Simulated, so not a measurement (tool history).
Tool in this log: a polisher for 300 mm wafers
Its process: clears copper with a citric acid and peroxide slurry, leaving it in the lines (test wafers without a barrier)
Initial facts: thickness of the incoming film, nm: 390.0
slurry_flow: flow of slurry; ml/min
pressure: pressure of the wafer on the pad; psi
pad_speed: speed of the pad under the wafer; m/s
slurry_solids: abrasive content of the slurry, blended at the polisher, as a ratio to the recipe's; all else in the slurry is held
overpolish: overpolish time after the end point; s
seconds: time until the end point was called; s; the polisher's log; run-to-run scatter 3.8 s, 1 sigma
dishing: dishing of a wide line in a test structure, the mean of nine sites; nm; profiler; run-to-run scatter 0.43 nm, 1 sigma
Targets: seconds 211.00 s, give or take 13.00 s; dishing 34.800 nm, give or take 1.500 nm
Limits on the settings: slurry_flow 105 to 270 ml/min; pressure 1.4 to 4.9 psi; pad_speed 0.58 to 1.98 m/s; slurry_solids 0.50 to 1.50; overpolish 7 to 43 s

run	day	slurry_flow	pressure	pad_speed	slurry_solids	overpolish	seconds	dishing
1	0.000	175	3.1	1.28	1.00	22	147.06	33.004
2	0.300	175	3.1	1.28	1.00	19	147.63	29.758
3	0.554	175	3.1	1.28	0.80	19	155.17	28.780
4	0.775	135	3.1	1.28	0.80	19	161.83	28.232
5	0.858	135	2.5	1.28	0.80	19	193.28	24.153
6	1.096	135	1.8	1.28	0.80	19	271.67	18.530
7	1.388	135	2.1	1.26	0.80	24	237.93	25.265
8	1.621	135	2.2	1.24	0.80	26	229.13	26.839

Next run, 5 choices. One meets every target within its allowed miss, the rest don't. Which?
A	1.854	150	2.3	1.12	0.75	17	?	?
B	1.854	155	2.6	0.86	0.95	18	?	?
C	1.854	140	2.3	1.26	0.80	36	?	?
D	1.854	105	2.0	1.54	0.75	21	?	?
E	1.854	105	2.1	1.10	1.10	28	?	?

move	seconds	dishing
A	235.70	18.972
B	253.00	18.871
C	211.34	34.062
D	215.48	23.607
E	258.45	25.542
A: lands further from the targets than the last run did
B: lands further from the targets than the last run did
C: every result lands within tolerance
D: lands further from the targets than the last run did
E: lands further from the targets than the last run did
Correct choice: C, which meets every target

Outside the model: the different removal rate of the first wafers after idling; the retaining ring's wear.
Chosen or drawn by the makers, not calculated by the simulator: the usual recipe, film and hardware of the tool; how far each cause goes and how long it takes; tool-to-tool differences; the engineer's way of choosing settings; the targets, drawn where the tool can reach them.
